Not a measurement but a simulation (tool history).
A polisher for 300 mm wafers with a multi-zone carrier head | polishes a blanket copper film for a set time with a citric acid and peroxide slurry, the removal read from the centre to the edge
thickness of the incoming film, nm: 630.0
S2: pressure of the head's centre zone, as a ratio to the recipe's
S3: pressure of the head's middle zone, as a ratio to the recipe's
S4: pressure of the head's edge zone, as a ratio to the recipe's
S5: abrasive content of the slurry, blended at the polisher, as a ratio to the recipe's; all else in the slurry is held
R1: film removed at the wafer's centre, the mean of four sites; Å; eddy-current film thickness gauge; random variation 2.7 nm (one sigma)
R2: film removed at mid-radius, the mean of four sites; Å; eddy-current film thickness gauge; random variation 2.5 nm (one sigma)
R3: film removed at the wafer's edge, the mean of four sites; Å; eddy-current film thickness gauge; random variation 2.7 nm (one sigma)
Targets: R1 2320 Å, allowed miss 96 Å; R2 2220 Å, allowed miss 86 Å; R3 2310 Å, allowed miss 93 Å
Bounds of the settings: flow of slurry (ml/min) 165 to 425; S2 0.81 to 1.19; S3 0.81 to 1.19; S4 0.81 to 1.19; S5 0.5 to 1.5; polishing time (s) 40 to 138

Run 1, day 0: flow of slurry (ml/min) 275, S2 1, S3 1, S4 1, S5 1, polishing time (s) 88. Result: R1 1632.3 Å, R2 1594.5 Å, R3 1656.1 Å.
Run 2, day 0.367: flow of slurry (ml/min) 280, S2 1.02, S3 1.02, S4 1.03, S5 1.15, polishing time (s) 92. Result: R1 1789.3 Å, R2 1789.6 Å, R3 1835.3 Å.
Run 3, day 0.617: flow of slurry (ml/min) 280, S2 1.02, S3 1.02, S4 0.98, S5 1.15, polishing time (s) 92. Result: R1 1822.3 Å, R2 1806.3 Å, R3 1780.2 Å.
Run 4, day 0.704: flow of slurry (ml/min) 280, S2 1.02, S3 0.97, S4 0.98, S5 1.15, polishing time (s) 92. Result: R1 1796.1 Å, R2 1685.5 Å, R3 1800.8 Å.
Run 5, day 0.846: flow of slurry (ml/min) 285, S2 1.05, S3 0.99, S4 1.01, S5 1.25, polishing time (s) 94. Result: R1 1909 Å, R2 1812.9 Å, R3 1938.5 Å.
Run 6, day 1.021: flow of slurry (ml/min) 290, S2 1.08, S3 1.01, S4 1.03, S5 1.3, polishing time (s) 95. Result: R1 1970.2 Å, R2 1889.5 Å, R3 1935.1 Å.
Run 7, day 1.325: flow of slurry (ml/min) 290, S2 1.09, S3 1.01, S4 1.04, S5 1.35, polishing time (s) 98. Result: R1 2137.3 Å, R2 1950.4 Å, R3 2049.3 Å.
Run 8, day 1.462: flow of slurry (ml/min) 295, S2 1.09, S3 1.02, S4 1.06, S5 1.4, polishing time (s) 99. Result: R1 2153.1 Å, R2 1988.9 Å, R3 2110.2 Å.
Run 9, day 1.704: flow of slurry (ml/min) 295, S2 1.09, S3 1.03, S4 1.07, S5 1.45, polishing time (s) 100. Result: R1 2160.9 Å, R2 2078.8 Å, R3 2142.1 Å.

5 next moves are on the table. One of them brings every result within its allowed miss. Which?
Run A, day 1.946: flow of slurry (ml/min) 295, S2 0.92, S3 0.89, S4 1.19, S5 1.45, polishing time (s) 105. Result: R1 ?, R2 ?, R3 ?.
Run B, day 1.946: flow of slurry (ml/min) 285, S2 1.17, S3 0.92, S4 1.1, S5 1.5, polishing time (s) 104. Result: R1 ?, R2 ?, R3 ?.
Run C, day 1.946: flow of slurry (ml/min) 285, S2 1.03, S3 1.16, S4 1.03, S5 1.25, polishing time (s) 100. Result: R1 ?, R2 ?, R3 ?.
Run D, day 1.946: flow of slurry (ml/min) 335, S2 1.03, S3 1.02, S4 1.19, S5 1.5, polishing time (s) 101. Result: R1 ?, R2 ?, R3 ?.
Run E, day 1.946: flow of slurry (ml/min) 250, S2 1.09, S3 1.03, S4 1.05, S5 1.5, polishing time (s) 108. Result: R1 ?, R2 ?, R3 ?.

move      R1      R2      R3
   A  2020.5  1952.9  2353.4
   B  2392.8  1994.5  2251.2
   C  2012.8  2241.7  2006.2
   D  2155.3  2148.4  2299.7
   E  2317.9  2242.3  2255.1
A: brings the result that was furthest off to its target, and leaves another outside
B: brings the result that was furthest off to its target, and leaves another outside
C: further off than the last run
D: brings the result that was furthest off to its target, and leaves another outside
E: meets every target
Move E is the one to make.
